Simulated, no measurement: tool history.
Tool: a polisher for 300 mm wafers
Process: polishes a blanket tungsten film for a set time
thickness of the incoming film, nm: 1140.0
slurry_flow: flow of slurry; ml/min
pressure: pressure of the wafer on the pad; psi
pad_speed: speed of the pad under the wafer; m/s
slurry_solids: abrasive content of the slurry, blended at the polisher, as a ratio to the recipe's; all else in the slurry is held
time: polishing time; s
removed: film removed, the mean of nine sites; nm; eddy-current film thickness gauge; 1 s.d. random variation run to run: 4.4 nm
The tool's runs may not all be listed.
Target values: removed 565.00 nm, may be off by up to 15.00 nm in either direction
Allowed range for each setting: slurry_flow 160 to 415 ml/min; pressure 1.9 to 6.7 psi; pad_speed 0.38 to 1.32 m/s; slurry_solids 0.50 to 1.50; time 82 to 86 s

| run | day | slurry_flow | pressure | pad_speed | slurry_solids | time | removed |
|---|---|---|---|---|---|---|---|
| 1 | 0.000 | 265 | 4.3 | 0.84 | 1.00 | 82 | 308.27 |
| 2 | 0.242 | 325 | 4.3 | 0.84 | 1.00 | 82 | 319.00 |
| 3 | 0.388 | 330 | 4.7 | 0.84 | 1.00 | 82 | 351.75 |
| 4 | 0.488 | 330 | 4.1 | 0.84 | 1.00 | 82 | 305.48 |
| 5 | 0.683 | 330 | 3.3 | 0.84 | 1.00 | 82 | 244.75 |
| 6 | 1.017 | 335 | 3.8 | 0.84 | 1.00 | 82 | 279.37 |
| 7 | 1.088 | 350 | 5.0 | 0.86 | 1.00 | 82 | 373.38 |
| 8 | 1.333 | 350 | 5.3 | 0.86 | 1.00 | 82 | 400.86 |
| 9 | 1.512 | 350 | 5.5 | 0.86 | 1.00 | 82 | 415.94 |
| 10 | 1.862 | 350 | 5.7 | 0.86 | 1.00 | 82 | 422.88 |
| 11 | 2.004 | 350 | 5.9 | 0.88 | 1.00 | 82 | 449.99 |
| 12 | 2.088 | 360 | 6.7 | 0.92 | 1.00 | 82 | 536.50 |
| 13 | 2.396 | 365 | 6.7 | 0.94 | 1.00 | 82 | 555.61 |

Exactly one of the 4 candidate moves below puts every result within its allowed miss. Which one?
| A | 2.704 | 370 | 6.7 | 0.90 | 1.00 | 83 | ? |
| B | 2.704 | 380 | 6.4 | 0.98 | 0.90 | 82 | ? |
| C | 2.704 | 325 | 6.7 | 0.84 | 1.05 | 86 | ? |
| D | 2.704 | 360 | 6.6 | 0.90 | 1.10 | 86 | ? |

| move | removed |
|---|---|
| A | 527.32 |
| B | 523.67 |
| C | 513.62 |
| D | 553.99 |
A: its largest miss is bigger than the last run's
B: its largest miss is bigger than the last run's
C: its largest miss is bigger than the last run's
D: each result inside its tolerance
Answer: D

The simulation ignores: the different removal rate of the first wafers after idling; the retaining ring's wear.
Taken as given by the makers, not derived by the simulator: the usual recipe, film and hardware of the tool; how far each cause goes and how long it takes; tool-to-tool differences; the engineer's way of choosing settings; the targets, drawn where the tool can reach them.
